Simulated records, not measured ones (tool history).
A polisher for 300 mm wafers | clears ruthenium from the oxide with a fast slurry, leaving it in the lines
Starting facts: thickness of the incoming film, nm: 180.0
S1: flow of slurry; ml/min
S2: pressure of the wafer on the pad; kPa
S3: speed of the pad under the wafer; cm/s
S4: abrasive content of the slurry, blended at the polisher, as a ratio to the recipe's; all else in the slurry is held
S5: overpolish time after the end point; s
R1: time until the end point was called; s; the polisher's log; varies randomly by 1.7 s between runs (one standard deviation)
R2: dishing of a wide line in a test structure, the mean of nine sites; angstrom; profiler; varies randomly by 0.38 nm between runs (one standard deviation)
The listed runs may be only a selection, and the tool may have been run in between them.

run 1 hour=0.0 | S1=310 S2=20.0 S3=82 S4=1.00 S5=12 | R1=46.415 R2=302.47
run 2 hour=8.0 | S1=310 S2=20.0 S3=82 S4=0.85 S5=12 | R1=50.121 R2=285.92
run 3 hour=16.8 | S1=310 S2=20.0 S3=82 S4=0.70 S5=12 | R1=57.793 R2=258.90
run 4 hour=23.6 | S1=370 S2=20.0 S3=82 S4=0.70 S5=12 | R1=56.130 R2=259.19
run 5 hour=27.1 | S1=370 S2=20.0 S3=82 S4=0.70 S5=9 | R1=56.624 R2=209.94
run 6 hour=28.3 | S1=370 S2=20.0 S3=90 S4=0.70 S5=9 | R1=51.627 R2=214.37
run 7 hour=31.4 | S1=370 S2=17.9 S3=86 S4=0.70 S5=10 | R1=59.539 R2=211.50
run 8 hour=32.9 | S1=370 S2=15.9 S3=82 S4=0.70 S5=10 | R1=70.687 R2=186.95
run 9 hour=40.7 | S1=370 S2=14.5 S3=80 S4=0.70 S5=11 | R1=78.049 R2=183.40
run 10 hour=48.1 | S1=370 S2=14.5 S3=80 S4=0.70 S5=11 | R1=82.360 R2=185.14

Run 11 is up next; what results do you expect?
run 11 hour=51.1 | S1=370 S2=13.8 S3=80 S4=0.70 S5=11 | R1=? R2=?

R1: 84.647 s
R2: 173.67 angstrom
